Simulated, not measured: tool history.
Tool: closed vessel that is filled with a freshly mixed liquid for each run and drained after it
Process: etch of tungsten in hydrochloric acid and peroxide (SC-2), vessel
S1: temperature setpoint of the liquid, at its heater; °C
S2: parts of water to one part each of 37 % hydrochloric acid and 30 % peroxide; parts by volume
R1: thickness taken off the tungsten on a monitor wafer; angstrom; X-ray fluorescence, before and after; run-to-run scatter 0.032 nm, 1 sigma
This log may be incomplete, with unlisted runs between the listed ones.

run 1 hour=0 | S1=63 S2=10 time_in_the_liquid_(s)=30 | R1=119.37
run 2 hour=4.1 | S1=63 S2=10 time_in_the_liquid_(s)=30 | R1=119.43
run 3 hour=11.2 | S1=62 S2=10 time_in_the_liquid_(s)=30 | R1=111.81
run 4 hour=17.2 | S1=62 S2=8.5 time_in_the_liquid_(s)=30 | R1=128.49
run 5 hour=21.5 | S1=61 S2=8.5 time_in_the_liquid_(s)=30 | R1=119.71
run 6 hour=29.8 | S1=60 S2=8.5 time_in_the_liquid_(s)=30 | R1=113.2
run 7 hour=38.4 | S1=60 S2=8.5 time_in_the_liquid_(s)=30 | R1=113.01
run 8 hour=43.1 | S1=59.5 S2=8.5 time_in_the_liquid_(s)=30 | R1=109.78
run 9 hour=49.4 | S1=59 S2=8.5 time_in_the_liquid_(s)=30 | R1=106.52
run 10 hour=54.3 | S1=58.5 S2=8.5 time_in_the_liquid_(s)=30 | R1=103.84

Predict the results of run 11:
run 11 hour=62.3 | S1=58.5 S2=8.5 time_in_the_liquid_(s)=30 | R1=?

Run 11 came out at R1 103.09 angstrom.
